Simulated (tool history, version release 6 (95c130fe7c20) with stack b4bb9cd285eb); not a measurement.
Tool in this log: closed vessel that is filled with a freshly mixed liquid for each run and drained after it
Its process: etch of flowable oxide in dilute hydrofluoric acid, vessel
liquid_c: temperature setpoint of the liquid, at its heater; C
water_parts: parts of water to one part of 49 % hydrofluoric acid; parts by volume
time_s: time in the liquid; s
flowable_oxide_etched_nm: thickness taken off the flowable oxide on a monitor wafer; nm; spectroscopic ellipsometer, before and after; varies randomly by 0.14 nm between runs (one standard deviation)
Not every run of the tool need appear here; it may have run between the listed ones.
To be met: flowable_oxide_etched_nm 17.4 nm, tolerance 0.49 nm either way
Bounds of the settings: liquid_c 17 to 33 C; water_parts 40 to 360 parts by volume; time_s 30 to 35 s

run	hour	liquid_c	water_parts	time_s	flowable_oxide_etched_nm
1	0	25	200	35	8.6817
2	2.3	26	195	35	9.4695
3	6.4	26.5	190	35	9.8147
4	12.1	26.5	190	30	8.5284
5	12.8	26	175	30	9.256
6	14.1	27.5	175	30	9.7513
7	21.9	31.5	95	30	22.668
8	26.8	31	95	30	22.529
9	27.4	30.5	95	30	21.959
10	28.1	30	95	30	21.955

Consider the 4 candidate settings below. Which is the only one whose results all fall within their allowed miss of target?
A	28.8	28.5	125	35	?
B	28.8	30.5	85	35	?
C	28.8	33	95	30	?
D	28.8	28	85	35	?

move	flowable_oxide_etched_nm
A	17.375
B	29.114
C	24.142
D	26.459
A: every result lands within tolerance
B: its largest miss is bigger than the last run's
C: its largest miss is bigger than the last run's
D: its largest miss is bigger than the last run's
A meets every target.
